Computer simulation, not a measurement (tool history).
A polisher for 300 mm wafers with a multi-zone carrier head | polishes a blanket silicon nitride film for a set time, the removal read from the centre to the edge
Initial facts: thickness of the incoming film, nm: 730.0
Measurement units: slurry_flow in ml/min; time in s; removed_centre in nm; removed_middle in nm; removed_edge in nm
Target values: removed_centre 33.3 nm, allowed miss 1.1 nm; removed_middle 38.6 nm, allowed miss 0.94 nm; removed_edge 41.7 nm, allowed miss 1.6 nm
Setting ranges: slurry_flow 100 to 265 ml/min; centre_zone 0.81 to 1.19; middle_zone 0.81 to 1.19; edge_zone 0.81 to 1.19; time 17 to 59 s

| run | hour | slurry_flow | centre_zone | middle_zone | edge_zone | time | removed_centre | removed_middle | removed_edge |
|---|---|---|---|---|---|---|---|---|---|
| 1 | 0 | 170 | 1 | 1 | 1 | 38 | 68.543 | 66.18 | 68.673 |
| 2 | 8.1 | 170 | 1 | 1 | 1 | 47 | 85.199 | 82.75 | 83.248 |
| 3 | 11 | 170 | 1 | 1 | 1.03 | 47 | 83.411 | 82.478 | 85.499 |
| 4 | 19.5 | 170 | 1 | 1 | 1.03 | 53 | 92.957 | 93.733 | 96.813 |
| 5 | 26.1 | 170 | 1 | 1 | 1.03 | 59 | 106.53 | 102.62 | 107.34 |
| 6 | 33 | 170 | 1.05 | 1 | 1.03 | 59 | 110.33 | 103.62 | 104.95 |
| 7 | 38 | 155 | 0.99 | 0.97 | 0.99 | 49 | 87.061 | 83.145 | 88.796 |
| 8 | 38.8 | 155 | 0.99 | 0.97 | 0.99 | 49 | 86.262 | 82.949 | 87.032 |
| 9 | 45 | 140 | 0.95 | 0.95 | 0.98 | 41 | 67.934 | 68.53 | 71.666 |
| 10 | 50.3 | 130 | 0.92 | 0.94 | 0.99 | 35 | 55.856 | 57.062 | 61.967 |
| 11 | 57.7 | 125 | 0.9 | 0.95 | 0.99 | 31 | 46.869 | 50.325 | 54.567 |
| 12 | 61.8 | 125 | 0.89 | 0.95 | 0.99 | 29 | 45.023 | 47.735 | 50.147 |
| 13 | 66.1 | 120 | 0.87 | 0.95 | 1.01 | 27 | 40.434 | 44.221 | 47.318 |
| 14 | 70.7 | 120 | 0.86 | 0.96 | 1.03 | 26 | 37.715 | 42.399 | 46.32 |
| 15 | 79.4 | 120 | 0.86 | 0.96 | 1.03 | 25 | 37.377 | 40.712 | 43.542 |
| 16 | 86.8 | 120 | 0.86 | 0.96 | 1.03 | 25 | 35.914 | 40.956 | 44.313 |
| 17 | 87.7 | 120 | 0.86 | 0.96 | 1.03 | 25 | 36.905 | 41.116 | 44.411 |
| 18 | 90.5 | 120 | 0.85 | 0.96 | 1.04 | 25 | 36.118 | 41.671 | 43.52 |

Exercise: of the 4 proposed moves below, exactly one satisfies all targets within the stated allowed misses. Which move is it?
| A | 93.3 | 130 | 0.82 | 0.97 | 1.11 | 25 | ? | ? | ? |
| B | 93.3 | 130 | 0.85 | 0.95 | 1.04 | 25 | ? | ? | ? |
| C | 93.3 | 155 | 0.81 | 0.95 | 1.02 | 23 | ? | ? | ? |
| D | 93.3 | 100 | 0.81 | 0.85 | 1.09 | 26 | ? | ? | ? |

| move | removed_centre | removed_middle | removed_edge |
|---|---|---|---|
| A | 36.082 | 41.097 | 46.193 |
| B | 37.411 | 40.517 | 44.722 |
| C | 33.525 | 38.029 | 41.337 |
| D | 35.783 | 37.973 | 46.654 |
A: nearer than the last run, and not there yet
B: moves away from the targets compared with the last run
C: in spec on every target
D: puts the biggest miss on target and leaves a different result outside tolerance
C meets every target.
